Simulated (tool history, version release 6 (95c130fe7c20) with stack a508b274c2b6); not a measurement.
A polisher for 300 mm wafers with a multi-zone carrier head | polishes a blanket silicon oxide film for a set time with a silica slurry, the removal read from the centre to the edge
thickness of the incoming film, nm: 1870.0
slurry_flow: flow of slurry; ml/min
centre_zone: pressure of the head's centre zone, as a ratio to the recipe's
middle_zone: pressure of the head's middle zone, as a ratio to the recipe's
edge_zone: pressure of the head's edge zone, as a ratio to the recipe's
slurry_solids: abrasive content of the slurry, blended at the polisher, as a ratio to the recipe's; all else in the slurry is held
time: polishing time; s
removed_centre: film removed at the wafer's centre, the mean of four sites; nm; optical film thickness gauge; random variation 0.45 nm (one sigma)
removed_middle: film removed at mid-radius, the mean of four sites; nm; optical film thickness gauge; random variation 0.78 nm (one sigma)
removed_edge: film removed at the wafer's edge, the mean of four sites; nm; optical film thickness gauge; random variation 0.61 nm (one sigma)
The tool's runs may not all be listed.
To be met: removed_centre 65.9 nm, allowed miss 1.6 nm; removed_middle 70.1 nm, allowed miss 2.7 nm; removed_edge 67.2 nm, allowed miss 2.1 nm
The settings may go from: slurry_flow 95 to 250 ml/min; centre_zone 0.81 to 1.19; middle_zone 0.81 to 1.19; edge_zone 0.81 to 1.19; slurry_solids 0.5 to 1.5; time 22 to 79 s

run	hour	slurry_flow	centre_zone	middle_zone	edge_zone	slurry_solids	time	removed_centre	removed_middle	removed_edge
1	0	160	1	1	1	1	50	116.27	117.61	115.54
2	5.3	155	0.98	0.99	0.97	0.9	48	99.962	105.14	99.534
3	8.5	155	0.98	0.99	1.01	0.9	48	100.84	101.69	103.02
4	12.9	155	0.98	0.99	1.01	0.7	48	80.142	80.274	80.186
5	19.6	185	0.98	0.99	1.01	0.7	48	82.63	83.557	82.203
6	22.7	185	0.98	0.99	1.09	0.7	48	82.061	83.24	85.893
7	24.2	185	0.96	0.98	1.04	0.65	48	74.199	76.683	76.002
8	32.2	140	0.94	0.97	0.96	0.7	48	74.324	78.347	76.858
9	39	140	0.93	0.95	0.93	0.7	48	74.378	76.707	77.931
10	46.9	140	0.93	0.95	0.91	0.65	48	66.441	70.557	69.698
11	55	140	0.93	0.95	0.9	0.65	48	67.041	71.745	69.172
12	58.8	140	0.93	0.95	0.89	0.65	48	67.676	69.698	68.359

Which of these 4 next moves meets every target?
A	62.6	150	0.86	1	0.9	0.65	47	?	?	?
B	62.6	140	0.97	1	0.81	0.8	37	?	?	?
C	62.6	130	0.93	0.97	0.9	0.9	34	?	?	?
D	62.6	115	0.89	0.9	0.89	0.65	52	?	?	?

move	removed_centre	removed_middle	removed_edge
A	61.544	72.823	68.573
B	67.776	71.123	64.153
C	64.903	69.807	67.656
D	66.183	71.198	72.694
A: takes the result that was furthest off past its target
B: further off than the last run
C: meets every target
D: brings the result that was furthest off to its target, and leaves another outside
The right move is C.

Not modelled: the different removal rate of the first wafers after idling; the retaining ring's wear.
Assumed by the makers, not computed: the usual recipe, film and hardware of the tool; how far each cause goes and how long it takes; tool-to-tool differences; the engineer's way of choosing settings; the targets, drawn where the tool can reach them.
